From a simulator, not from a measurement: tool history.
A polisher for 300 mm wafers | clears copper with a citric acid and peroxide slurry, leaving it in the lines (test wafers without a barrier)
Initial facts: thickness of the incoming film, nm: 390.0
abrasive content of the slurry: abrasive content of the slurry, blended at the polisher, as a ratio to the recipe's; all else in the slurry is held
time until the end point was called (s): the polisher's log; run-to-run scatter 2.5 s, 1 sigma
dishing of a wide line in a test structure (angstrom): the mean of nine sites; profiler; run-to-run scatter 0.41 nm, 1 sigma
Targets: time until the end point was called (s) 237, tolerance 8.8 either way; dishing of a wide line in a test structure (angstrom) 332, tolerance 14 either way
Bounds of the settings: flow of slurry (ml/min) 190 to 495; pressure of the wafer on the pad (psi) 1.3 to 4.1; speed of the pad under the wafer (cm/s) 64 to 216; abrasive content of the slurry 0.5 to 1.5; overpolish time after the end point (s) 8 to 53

run,hour,flow of slurry (ml/min),pressure of the wafer on the pad (psi),speed of the pad under the wafer (cm/s),abrasive content of the slurry,overpolish time after the end point (s),time until the end point was called (s),dishing of a wide line in a test structure (angstrom)
1,0,320,2.7,140,1,27,149.05,410.9
2,8.1,320,2.7,140,1,22,154.69,350.32
3,15.5,320,2.7,156,1,22,138.1,371.72
4,18.7,320,2.7,186,1,22,121.29,418.28
5,20.1,320,2.7,186,1,14,119.18,298.27
6,26.3,370,2.7,186,1,14,120.16,298.53
7,34,370,2.3,176,1,18,140.09,315.11
8,37.2,370,2,164,1,21,167.25,316.44
9,44.4,375,1.3,140,1.05,31,249.8,292.43
10,47.3,375,1.3,140,1.05,32,249.05,301.27
11,53.4,375,1.3,140,1.05,33,248.57,315.97

Which of these 5 next moves meets every target?
A,59.5,190,1.4,146,0.85,33,?,?
B,59.5,355,1.3,152,1.1,34,?,?
C,59.5,320,1.7,136,0.5,36,?,?
D,59.5,360,1.3,136,1.05,32,?,?
E,59.5,380,1.3,142,0.95,45,?,?

move,time until the end point was called (s),dishing of a wide line in a test structure (angstrom)
A,265.41,300.5
B,235.7,333.77
C,258.83,331.25
D,260.95,296.09
E,256.39,382.79
A: misses by more than the last run did
B: every result within its allowed miss
C: misses by more than the last run did
D: misses by more than the last run did
E: misses by more than the last run did
The right move is B.
